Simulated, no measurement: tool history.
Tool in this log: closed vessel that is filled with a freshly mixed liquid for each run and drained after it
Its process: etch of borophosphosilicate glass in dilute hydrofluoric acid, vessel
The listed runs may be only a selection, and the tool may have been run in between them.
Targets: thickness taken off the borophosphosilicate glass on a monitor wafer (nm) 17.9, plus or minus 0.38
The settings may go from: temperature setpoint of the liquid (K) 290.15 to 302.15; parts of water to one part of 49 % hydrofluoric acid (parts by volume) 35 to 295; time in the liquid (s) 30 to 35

run    day  temperature setpoint of the liquid (K)  parts of water to one part of 49 % hydrofluoric acid (parts by volume)  time in the liquid (s)  thickness taken off the borophosphosilicate glass on a monitor wafer (nm)
  1      0                                  294.15                                                                     165                      35                                                                     7.9877
  2  0.067                                  294.15                                                                     165                      35                                                                      8.079
  3  0.192                                  296.15                                                                     145                      35                                                                     10.149
  4   0.45                                  296.15                                                                     145                      30                                                                     8.6189
  5  0.558                                  296.15                                                                     110                      30                                                                     11.921
  6  0.721                                  296.15                                                                     150                      30                                                                     8.3413
  7  0.796                                  296.65                                                                     130                      30                                                                     10.067
  8  1.054                                  297.65                                                                     115                      30                                                                      12.04
     1.233  -- thermometer replaced
  9  1.233                                  298.65                                                                     105                      30                                                                     13.318
 10  1.358                                  299.65                                                                     100                      30                                                                     14.613
 11  1.625                                  300.15                                                                      95                      30                                                                     15.658
 12  2.012                                  300.15                                                                      95                      30                                                                     15.753
 13  2.396                                  300.65                                                                      95                      30                                                                     16.048

4 candidate next runs follow, results not yet known. Just one meets every target within its allowed miss. Identify it.
  A  2.779                                  300.65                                                                     105                      35                                                                          ?
  B  2.779                                  302.15                                                                      95                      30                                                                          ?
  C  2.779                                  298.65                                                                     105                      35                                                                          ?
  D  2.779                                  302.15                                                                     105                      35                                                                          ?

move  thickness taken off the borophosphosilicate glass on a monitor wafer (nm)
   A                                                                     16.764
   B                                                                     17.046
   C                                                                      15.52
   D                                                                     17.746
A: nearer than the last run, and not there yet
B: nearer than the last run, and not there yet
C: the biggest miss grows against the last run
D: all results in spec
Correct choice: D, which meets every target

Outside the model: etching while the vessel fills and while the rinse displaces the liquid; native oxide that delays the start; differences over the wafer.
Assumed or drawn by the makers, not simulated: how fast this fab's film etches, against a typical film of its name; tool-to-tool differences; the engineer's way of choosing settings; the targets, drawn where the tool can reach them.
